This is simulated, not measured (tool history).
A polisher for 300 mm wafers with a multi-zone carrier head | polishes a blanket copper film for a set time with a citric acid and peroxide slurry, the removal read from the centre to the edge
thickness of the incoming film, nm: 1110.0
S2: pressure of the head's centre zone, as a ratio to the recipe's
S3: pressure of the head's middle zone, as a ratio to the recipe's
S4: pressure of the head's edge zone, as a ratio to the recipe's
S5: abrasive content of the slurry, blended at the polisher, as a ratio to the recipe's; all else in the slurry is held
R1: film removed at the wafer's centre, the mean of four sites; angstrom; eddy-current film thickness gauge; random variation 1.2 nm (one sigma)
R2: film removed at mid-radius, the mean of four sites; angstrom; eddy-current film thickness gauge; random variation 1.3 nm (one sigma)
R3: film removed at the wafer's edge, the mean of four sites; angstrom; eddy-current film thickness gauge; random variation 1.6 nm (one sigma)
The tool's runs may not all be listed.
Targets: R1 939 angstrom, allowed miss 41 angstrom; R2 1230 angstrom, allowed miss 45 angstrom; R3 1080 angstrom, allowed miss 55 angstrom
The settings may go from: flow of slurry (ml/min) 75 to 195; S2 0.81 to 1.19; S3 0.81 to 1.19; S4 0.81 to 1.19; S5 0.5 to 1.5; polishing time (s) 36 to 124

Run 1, hour 0: flow of slurry (ml/min) 125, S2 1, S3 1, S4 1, S5 1, polishing time (s) 79. Result: R1 1598.2 angstrom, R2 1605.5 angstrom, R3 1568.6 angstrom.
Run 2, hour 7.5: flow of slurry (ml/min) 125, S2 1, S3 1, S4 0.94, S5 1, polishing time (s) 79. Result: R1 1565.3 angstrom, R2 1587.5 angstrom, R3 1592.7 angstrom.
Run 3, hour 8: flow of slurry (ml/min) 125, S2 1, S3 1, S4 0.94, S5 0.85, polishing time (s) 79. Result: R1 1551.4 angstrom, R2 1535.8 angstrom, R3 1523 angstrom.
Run 4, hour 11: flow of slurry (ml/min) 125, S2 1.07, S3 1, S4 0.94, S5 0.85, polishing time (s) 79. Result: R1 1659.1 angstrom, R2 1521.6 angstrom, R3 1552 angstrom.
Run 5, hour 15.6: flow of slurry (ml/min) 125, S2 1.07, S3 1, S4 0.94, S5 0.75, polishing time (s) 79. Result: R1 1602.8 angstrom, R2 1496.6 angstrom, R3 1503.5 angstrom.
Run 6, hour 17.7: flow of slurry (ml/min) 125, S2 1.07, S3 1, S4 0.94, S5 0.95, polishing time (s) 79. Result: R1 1696.8 angstrom, R2 1563.8 angstrom, R3 1529.8 angstrom.
Run 7, hour 20.1: flow of slurry (ml/min) 125, S2 1.03, S3 1.05, S4 0.94, S5 0.9, polishing time (s) 72. Result: R1 1467.4 angstrom, R2 1493 angstrom, R3 1411.9 angstrom.
Run 8, hour 22.9: flow of slurry (ml/min) 120, S2 0.99, S3 1.08, S4 0.94, S5 0.8, polishing time (s) 68. Result: R1 1283.5 angstrom, R2 1383 angstrom, R3 1276.7 angstrom.
Run 9, hour 24.4: flow of slurry (ml/min) 115, S2 0.95, S3 1.1, S4 0.94, S5 0.75, polishing time (s) 67. Result: R1 1167.5 angstrom, R2 1354.9 angstrom, R3 1230.8 angstrom.
Run 10, hour 31.1: flow of slurry (ml/min) 110, S2 0.93, S3 1.11, S4 0.93, S5 0.7, polishing time (s) 66. Result: R1 1121.4 angstrom, R2 1310.8 angstrom, R3 1172.3 angstrom.
Run 11, hour 37.3: flow of slurry (ml/min) 105, S2 0.9, S3 1.12, S4 0.93, S5 0.7, polishing time (s) 66. Result: R1 1044.3 angstrom, R2 1296.1 angstrom, R3 1169.6 angstrom.
Run 12, hour 38.1: flow of slurry (ml/min) 100, S2 0.89, S3 1.13, S4 0.92, S5 0.7, polishing time (s) 66. Result: R1 1036.6 angstrom, R2 1313 angstrom, R3 1146.3 angstrom.
Run 13, hour 44.7: flow of slurry (ml/min) 95, S2 0.88, S3 1.13, S4 0.92, S5 0.7, polishing time (s) 66. Result: R1 997.23 angstrom, R2 1279.7 angstrom, R3 1197.8 angstrom.
Run 14, hour 49.8: flow of slurry (ml/min) 100, S2 0.88, S3 1.16, S4 0.86, S5 0.5, polishing time (s) 63. Result: R1 924.41 angstrom, R2 1204.4 angstrom, R3 1023.8 angstrom.

4 next moves are on the table. One of them brings every result within its allowed miss. Which?
Run A, hour 54.9: flow of slurry (ml/min) 120, S2 0.89, S3 1.17, S4 0.83, S5 0.6, polishing time (s) 58. Result: R1 ?, R2 ?, R3 ?.
Run B, hour 54.9: flow of slurry (ml/min) 90, S2 0.87, S3 1.15, S4 0.89, S5 0.5, polishing time (s) 66. Result: R1 ?, R2 ?, R3 ?.
Run C, hour 54.9: flow of slurry (ml/min) 115, S2 0.94, S3 1.08, S4 0.93, S5 0.6, polishing time (s) 60. Result: R1 ?, R2 ?, R3 ?.
Run D, hour 54.9: flow of slurry (ml/min) 110, S2 0.85, S3 1.19, S4 0.83, S5 0.5, polishing time (s) 61. Result: R1 ?, R2 ?, R3 ?.

move      R1      R2      R3
   A  939.07  1196.7  961.14
   B  937.46  1217.8  1046.3
   C  1015.1  1147.2  1040.9
   D  896.14  1216.9  968.76
A: further off than the last run
B: meets every target
C: brings the result that was furthest off to its target, and leaves another outside
D: further off than the last run
The right move is B.
